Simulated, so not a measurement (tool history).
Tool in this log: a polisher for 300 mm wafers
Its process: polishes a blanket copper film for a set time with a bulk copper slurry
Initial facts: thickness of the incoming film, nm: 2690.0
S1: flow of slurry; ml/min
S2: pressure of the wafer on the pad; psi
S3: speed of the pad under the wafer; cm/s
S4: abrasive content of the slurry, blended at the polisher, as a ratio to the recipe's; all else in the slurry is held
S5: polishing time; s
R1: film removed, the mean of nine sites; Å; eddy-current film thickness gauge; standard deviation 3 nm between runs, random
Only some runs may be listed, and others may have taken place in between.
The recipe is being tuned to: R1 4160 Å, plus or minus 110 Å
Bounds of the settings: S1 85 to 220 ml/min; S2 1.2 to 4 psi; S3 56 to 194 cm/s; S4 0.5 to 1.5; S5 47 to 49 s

run,hour,S1,S2,S3,S4,S5,R1
1,0,140,2.6,124,1,47,6099.3
2,5.8,140,2.6,124,1,49,6317.8
3,13.4,140,2.6,124,0.9,49,6244.4
4,17.5,135,2.5,124,0.9,49,5843.3
5,20.9,130,2.4,124,0.9,49,5587.7
6,28.7,130,2.4,96,0.9,49,4420.6
7,32.5,125,2.4,96,0.9,49,4439.5
8,36.2,120,2.4,96,0.9,49,4331.8
9,42.4,110,2.4,96,0.9,49,4283.1

Exercise: of the 5 proposed moves below, exactly one satisfies all targets within the stated allowed misses. Which move is it?
A,48.6,110,2,124,0.5,47,?
B,48.6,85,2.5,100,0.75,48,?
C,48.6,125,2.3,92,0.8,49,?
D,48.6,135,1.7,130,1,49,?
E,48.6,120,2.5,84,1.1,47,?

move,R1
A,3935.5
B,4214
C,3948.5
D,4373.2
E,4002.6
A: pushes the last run's worst result past its target
B: hits every target within its allowed miss
C: pushes the last run's worst result past its target
D: misses by more than the last run did
E: pushes the last run's worst result past its target
The right move is B.
